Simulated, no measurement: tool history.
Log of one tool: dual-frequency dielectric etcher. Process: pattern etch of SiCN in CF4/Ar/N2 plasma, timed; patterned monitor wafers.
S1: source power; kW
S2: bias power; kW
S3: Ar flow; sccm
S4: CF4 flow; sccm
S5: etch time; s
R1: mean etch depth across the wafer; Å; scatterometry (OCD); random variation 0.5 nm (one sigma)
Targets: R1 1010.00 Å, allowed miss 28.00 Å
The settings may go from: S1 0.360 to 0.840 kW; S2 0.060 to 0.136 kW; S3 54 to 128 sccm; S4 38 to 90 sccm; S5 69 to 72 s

run 1 day=0.000 | S1=0.600 S2=0.098 S3=91 S4=64 S5=69 | R1=765.00
run 2 day=0.283 | S1=0.630 S2=0.099 S3=91 S4=64 S5=69 | R1=808.67
run 3 day=0.592 | S1=0.560 S2=0.099 S3=91 S4=64 S5=69 | R1=717.35
run 4 day=0.775 | S1=0.510 S2=0.099 S3=91 S4=64 S5=69 | R1=644.80
run 5 day=1.096 | S1=0.510 S2=0.099 S3=74 S4=64 S5=69 | R1=668.30
-- day=1.408 Ar flow controller replaced
run 6 day=1.408 | S1=0.550 S2=0.100 S3=74 S4=64 S5=69 | R1=739.30
run 7 day=1.671 | S1=0.670 S2=0.103 S3=73 S4=64 S5=69 | R1=923.19
run 8 day=1.958 | S1=0.680 S2=0.103 S3=73 S4=64 S5=69 | R1=932.55
run 9 day=2.271 | S1=0.690 S2=0.103 S3=73 S4=64 S5=69 | R1=952.27
run 10 day=2.638 | S1=0.700 S2=0.103 S3=73 S4=64 S5=69 | R1=966.56
run 11 day=2.950 | S1=0.700 S2=0.103 S3=73 S4=64 S5=69 | R1=954.26
run 12 day=3.242 | S1=0.710 S2=0.103 S3=73 S4=64 S5=69 | R1=971.07

4 next moves are on the table. One of them brings every result within its allowed miss. Which?
run A day=3.533 | S1=0.680 S2=0.095 S3=77 S4=78 S5=69 | R1=?
run B day=3.533 | S1=0.710 S2=0.101 S3=81 S4=67 S5=72 | R1=?
run C day=3.533 | S1=0.700 S2=0.101 S3=87 S4=52 S5=70 | R1=?
run D day=3.533 | S1=0.740 S2=0.091 S3=74 S4=64 S5=69 | R1=?

move=A R1=911.31
move=B R1=993.86
move=C R1=914.40
move=D R1=962.22
A: further off than the last run
B: meets every target
C: further off than the last run
D: further off than the last run
Answer: B

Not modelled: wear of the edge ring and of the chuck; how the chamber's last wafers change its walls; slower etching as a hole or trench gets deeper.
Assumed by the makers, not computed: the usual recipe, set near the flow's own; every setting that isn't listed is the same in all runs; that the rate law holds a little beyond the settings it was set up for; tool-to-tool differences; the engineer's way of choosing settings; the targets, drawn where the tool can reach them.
